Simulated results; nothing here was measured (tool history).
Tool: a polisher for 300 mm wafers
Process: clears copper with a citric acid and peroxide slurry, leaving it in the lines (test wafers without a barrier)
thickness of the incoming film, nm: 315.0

run	hour	flow of slurry (ml/min)	pressure of the wafer on the pad (psi)	speed of the pad under the wafer (m/s)	abrasive content of the slurry	overpolish time after the end point (s)	time until the end point was called (s)	dishing of a wide line in a test structure (angstrom)
1	0.0	140	3.9	1.14	1.0	16	80.578	439.18
2	5.0	140	3.9	1.42	1.0	16	67.246	512.47
3	7.1	140	3.4	1.42	1.0	15	77.334	435.76
4	12.0	155	3.4	1.42	1.0	15	76.104	436.24
5	20.5	155	3.4	1.54	1.0	15	71.307	455.93
6	29.5	155	3.0	1.54	1.0	14	78.284	388.22
7	37.8	120	1.9	1.54	1.0	14	130.350	243.03
8	41.0	140	1.9	1.54	1.0	14	126.720	247.52
9	47.0	155	2.0	1.54	1.0	14	119.050	271.73
10	51.1	165	2.0	1.54	1.0	13	116.360	256.95

Run 11 comes next. What will it give?
11	52.4	175	2.0	1.54	1.0	13	?	?

time until the end point was called (s): 115.760
dishing of a wide line in a test structure (angstrom): 255.24
